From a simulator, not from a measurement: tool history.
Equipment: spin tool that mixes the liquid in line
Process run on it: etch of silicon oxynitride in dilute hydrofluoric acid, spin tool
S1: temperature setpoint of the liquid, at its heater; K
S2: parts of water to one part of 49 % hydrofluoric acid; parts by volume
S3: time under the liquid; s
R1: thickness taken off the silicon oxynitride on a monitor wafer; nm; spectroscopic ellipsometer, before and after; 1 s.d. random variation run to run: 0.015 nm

| run | hour | S1 | S2 | S3 | R1 |
|---|---|---|---|---|---|
| 1 | 0 | 297.15 | 110 | 35 | 0.65932 |
| 2 | 8.2 | 297.15 | 110 | 35 | 0.65128 |
| 3 | 14.2 | 298.15 | 100 | 35 | 0.77239 |
| 4 | 15.2 | 298.15 | 115 | 35 | 0.6629 |
| 5 | 21.3 | 300.65 | 115 | 35 | 0.73401 |
| 6 | 24.1 | 300.65 | 100 | 35 | 0.85244 |
| 7 | 28.2 | 301.15 | 95 | 35 | 0.92258 |
| 8 | 34.8 | 301.15 | 95 | 35 | 0.93142 |
| 9 | 37.2 | 301.65 | 90 | 35 | 1.0228 |
| 10 | 40.2 | 302.15 | 85 | 35 | 1.0989 |
| 11 | 41.6 | 302.65 | 80 | 35 | 1.2039 |
| 12 | 44.7 | 303.15 | 80 | 35 | 1.2338 |
| 13 | 51 | 303.65 | 80 | 35 | 1.253 |
| 14 | 54.8 | 305.15 | 65 | 35 | 1.6722 |

Run 15 comes next. What will it give?
| 15 | 58.2 | 304.15 | 65 | 35 | ? |

R1: 1.5871 nm
